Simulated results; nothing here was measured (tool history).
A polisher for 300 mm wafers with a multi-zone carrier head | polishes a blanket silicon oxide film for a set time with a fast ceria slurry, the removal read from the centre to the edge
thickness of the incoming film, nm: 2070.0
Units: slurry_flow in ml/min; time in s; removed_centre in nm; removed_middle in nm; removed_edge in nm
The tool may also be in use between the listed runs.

run,hour,slurry_flow,centre_zone,middle_zone,edge_zone,time,removed_centre,removed_middle,removed_edge
1,0,185,1,1,1,45,607.73,581.5,582.5
2,4.2,185,0.92,1,1,45,562.38,577.8,587.04
3,10.5,150,0.92,1,1,45,544.25,565.08,586.19
4,11.2,120,0.92,1,1,45,530.93,548.05,567.87
5,13,120,0.88,1,1,45,503.7,538.69,556.47
6,15.2,145,0.88,1,1,45,517.29,559.38,572.43
7,24.2,165,0.9,1.04,1.01,48,576.16,617.56,599.37
8,31.5,170,0.89,1.14,1.06,61,721.88,863.34,806.47
9,39.1,220,0.96,1.19,1.01,62,824.26,935.94,811.31

Run 10 comes next. What will it give?
10,41.8,225,0.95,1.19,1.01,62,?,?,?

{"run 10": {"removed_centre": 820.8, "removed_middle": 954.8, "removed_edge": 800.45}}
